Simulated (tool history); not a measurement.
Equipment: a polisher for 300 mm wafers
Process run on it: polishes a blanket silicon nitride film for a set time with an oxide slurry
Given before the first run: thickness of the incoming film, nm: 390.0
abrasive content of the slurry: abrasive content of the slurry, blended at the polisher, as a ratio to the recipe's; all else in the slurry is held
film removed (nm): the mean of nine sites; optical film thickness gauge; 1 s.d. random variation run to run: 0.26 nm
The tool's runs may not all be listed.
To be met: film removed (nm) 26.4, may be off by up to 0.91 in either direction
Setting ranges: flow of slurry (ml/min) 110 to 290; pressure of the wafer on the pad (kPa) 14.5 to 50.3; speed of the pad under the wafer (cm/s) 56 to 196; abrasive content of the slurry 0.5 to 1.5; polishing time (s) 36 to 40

run  hour  flow of slurry (ml/min)  pressure of the wafer on the pad (kPa)  speed of the pad under the wafer (cm/s)  abrasive content of the slurry  polishing time (s)  film removed (nm)
  1     0                      185                                    32.4                                      126                               1                  40              43.46
  2   1.7                      185                                    29.6                                      126                               1                  40             40.708
  3     5                      185                                    26.9                                      126                               1                  40             36.961
  4  12.2                      185                                    26.9                                      158                               1                  40             44.539
  5  16.8                      185                                    24.1                                      154                               1                  40              38.91
  6  18.5                      185                                    22.1                                      152                               1                  40             35.885
  7  23.4                      185                                    20.7                                      150                               1                  40             33.206
  8  31.4                      185                                    19.3                                      150                               1                  40             30.953
  9    39                      175                                    14.5                                      150                               1                  40             23.689
 10  42.6                      180                                    14.5                                      150                               1                  40             23.159
 11  45.3                      190                                    14.5                                      150                               1                  40             23.755
 12  50.5                      190                                    15.2                                      150                               1                  40             24.483
 13  53.1                      205                                    17.2                                      150                               1                  40             28.383
 14  54.2                      200                                    17.2                                      150                               1                  40             28.449
 15  57.3                      195                                    17.2                                      150                               1                  40              27.91
 16    62                      190                                    17.2                                      150                               1                  40             27.793
 17  64.7                      185                                    17.2                                      150                               1                  40             27.979

Consider the 4 candidate settings below. Which is the only one whose results all fall within their allowed miss of target?
  A  67.4                      215                                    18.6                                      138                               1                  39                  ?
  B  67.4                      160                                    16.5                                      162                             1.1                  36                  ?
  C  67.4                      180                                      20                                      128                             1.2                  37                  ?
  D  67.4                      160                                    19.3                                      154                               1                  40                  ?

move  film removed (nm)
   A              27.78
   B             26.133
   C             28.108
   D             30.913
A: closes in on the targets versus the last run, not all within tolerance yet
B: all results land within tolerance of their targets
C: its largest miss is bigger than the last run's
D: its largest miss is bigger than the last run's
Correct choice: B, which meets every target
